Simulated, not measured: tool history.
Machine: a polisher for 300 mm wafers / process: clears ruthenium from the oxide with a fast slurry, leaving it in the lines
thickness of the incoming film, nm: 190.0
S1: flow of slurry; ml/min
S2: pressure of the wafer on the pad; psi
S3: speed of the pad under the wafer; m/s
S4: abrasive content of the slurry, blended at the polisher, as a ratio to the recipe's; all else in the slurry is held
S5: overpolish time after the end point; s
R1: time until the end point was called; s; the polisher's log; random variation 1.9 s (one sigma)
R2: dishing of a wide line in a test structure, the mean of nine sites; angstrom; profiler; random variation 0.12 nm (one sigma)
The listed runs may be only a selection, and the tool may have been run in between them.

run 1 hour=0 | S1=170 S2=2.1 S3=0.94 S4=1 S5=18 | R1=65.047 R2=450.42
run 2 hour=7.2 | S1=175 S2=2 S3=0.84 S4=0.95 S5=16 | R1=76.841 R2=345.98
run 3 hour=11 | S1=175 S2=2 S3=0.84 S4=0.85 S5=16 | R1=83.705 R2=314.71
run 4 hour=19.8 | S1=175 S2=2 S3=0.62 S4=0.85 S5=16 | R1=107.79 R2=242.31
run 5 hour=28.3 | S1=185 S2=1.9 S3=0.6 S4=0.85 S5=15 | R1=118.06 R2=210.34
run 6 hour=36.2 | S1=185 S2=1.9 S3=0.6 S4=0.7 S5=15 | R1=139.73 R2=184.57
run 7 hour=40.1 | S1=220 S2=1.5 S3=0.6 S4=0.75 S5=7 | R1=156.18 R2=78.116
run 8 hour=43 | S1=200 S2=1.5 S3=0.6 S4=0.75 S5=7 | R1=156.2 R2=76.333

Run 9, settings as shown, results not yet in. Your forecast:
run 9 hour=50.8 | S1=190 S2=1.5 S3=0.6 S4=0.75 S5=16 | R1=? R2=?

Logged for run 9: R1 154.83 s, R2 171.86 angstrom.

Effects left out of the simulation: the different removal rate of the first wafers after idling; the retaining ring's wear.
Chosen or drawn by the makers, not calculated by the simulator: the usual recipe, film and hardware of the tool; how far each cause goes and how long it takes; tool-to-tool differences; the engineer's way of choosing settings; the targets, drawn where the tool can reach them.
